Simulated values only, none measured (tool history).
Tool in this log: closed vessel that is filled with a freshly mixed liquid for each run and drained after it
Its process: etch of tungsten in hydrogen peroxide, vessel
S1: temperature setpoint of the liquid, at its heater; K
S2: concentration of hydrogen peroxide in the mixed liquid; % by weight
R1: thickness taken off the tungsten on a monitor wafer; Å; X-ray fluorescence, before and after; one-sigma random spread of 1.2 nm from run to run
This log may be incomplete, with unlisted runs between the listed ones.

run 1 hour=0.0 | S1=327.15 S2=25.5 time_in_the_liquid_(s)=85 | R1=2545.5
run 2 hour=4.9 | S1=326.15 S2=25.5 time_in_the_liquid_(s)=85 | R1=2411.7
run 3 hour=9.3 | S1=325.65 S2=25.5 time_in_the_liquid_(s)=85 | R1=2333.5
run 4 hour=13.0 | S1=325.15 S2=25.5 time_in_the_liquid_(s)=85 | R1=2254.2
run 5 hour=16.9 | S1=328.65 S2=25.5 time_in_the_liquid_(s)=85 | R1=2771.9
run 6 hour=18.6 | S1=328.65 S2=21.0 time_in_the_liquid_(s)=85 | R1=2513.1

Run 7 comes next. What will it give?
run 7 hour=22.6 | S1=328.15 S2=21.0 time_in_the_liquid_(s)=85 | R1=?

R1: 2433.0 Å

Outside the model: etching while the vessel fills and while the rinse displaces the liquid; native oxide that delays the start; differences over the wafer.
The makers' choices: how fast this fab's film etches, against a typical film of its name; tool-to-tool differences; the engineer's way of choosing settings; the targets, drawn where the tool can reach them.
